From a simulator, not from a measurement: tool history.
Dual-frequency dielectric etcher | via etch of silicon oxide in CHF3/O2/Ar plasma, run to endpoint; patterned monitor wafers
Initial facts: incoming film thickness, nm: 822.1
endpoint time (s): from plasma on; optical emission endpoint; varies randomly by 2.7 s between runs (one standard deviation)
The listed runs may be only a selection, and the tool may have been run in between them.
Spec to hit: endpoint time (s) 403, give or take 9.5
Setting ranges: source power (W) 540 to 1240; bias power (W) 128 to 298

run  hour  source power (W)  bias power (W)  endpoint time (s)
  1     0               890             213              341.9
  2   2.8               810             206             362.51
  3   7.3               700             206             390.13
  4  12.4               700             235             376.58
  5  14.9               700             253              364.1
  6  16.4               800             253             337.77
  7  17.2               740             250             357.14
  8  21.9               700             248              371.9
  9  28.4               670             247             378.43
     35.2  -- source power generator calibrated
 10  35.2               650             246             380.75

Which of these 4 next moves meets every target?
  A    42               680             275                  ?
  B    42               660             230                  ?
  C    42               600             228                  ?
  D    42               680             263                  ?

move  endpoint time (s)
   A             352.72
   B              378.4
   C              398.8
   D             357.69
A: misses by more than the last run did
B: misses by more than the last run did
C: each result inside its tolerance
D: misses by more than the last run did
C meets every target.
